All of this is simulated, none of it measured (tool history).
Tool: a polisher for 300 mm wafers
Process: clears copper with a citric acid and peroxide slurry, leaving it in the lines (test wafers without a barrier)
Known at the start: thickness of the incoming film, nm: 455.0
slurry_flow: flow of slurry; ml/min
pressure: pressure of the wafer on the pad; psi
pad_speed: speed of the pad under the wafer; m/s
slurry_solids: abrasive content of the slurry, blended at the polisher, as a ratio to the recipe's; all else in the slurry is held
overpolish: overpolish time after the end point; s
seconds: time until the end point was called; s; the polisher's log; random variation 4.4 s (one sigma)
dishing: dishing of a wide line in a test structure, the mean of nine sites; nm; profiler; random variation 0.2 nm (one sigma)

{"run": 1, "hour": 0.0, "slurry_flow": 135, "pressure": 3.5, "pad_speed": 1.2, "slurry_solids": 1.0, "overpolish": 14, "seconds": 163.97, "dishing": 27.298}
{"run": 2, "hour": 2.4, "slurry_flow": 135, "pressure": 3.5, "pad_speed": 1.32, "slurry_solids": 1.0, "overpolish": 14, "seconds": 145.02, "dishing": 29.856}
{"run": 3, "hour": 4.3, "slurry_flow": 135, "pressure": 3.5, "pad_speed": 1.32, "slurry_solids": 1.0, "overpolish": 10, "seconds": 146.36, "dishing": 22.476}
{"run": 4, "hour": 12.0, "slurry_flow": 130, "pressure": 3.1, "pad_speed": 1.24, "slurry_solids": 1.0, "overpolish": 12, "seconds": 175.86, "dishing": 22.259}
{"run": 5, "hour": 14.3, "slurry_flow": 130, "pressure": 3.1, "pad_speed": 1.24, "slurry_solids": 1.1, "overpolish": 12, "seconds": 175.11, "dishing": 22.711}
{"run": 6, "hour": 19.6, "slurry_flow": 130, "pressure": 2.8, "pad_speed": 1.18, "slurry_solids": 1.1, "overpolish": 13, "seconds": 202.62, "dishing": 20.956}
{"run": 7, "hour": 23.6, "slurry_flow": 130, "pressure": 2.8, "pad_speed": 1.18, "slurry_solids": 1.1, "overpolish": 13, "seconds": 198.41, "dishing": 21.367}

Run 8 comes next. What will it give?
{"run": 8, "hour": 29.0, "slurry_flow": 130, "pressure": 2.6, "pad_speed": 1.12, "slurry_solids": 1.1, "overpolish": 14, "seconds": "?", "dishing": "?"}

seconds: 227.97 s
dishing: 20.144 nm

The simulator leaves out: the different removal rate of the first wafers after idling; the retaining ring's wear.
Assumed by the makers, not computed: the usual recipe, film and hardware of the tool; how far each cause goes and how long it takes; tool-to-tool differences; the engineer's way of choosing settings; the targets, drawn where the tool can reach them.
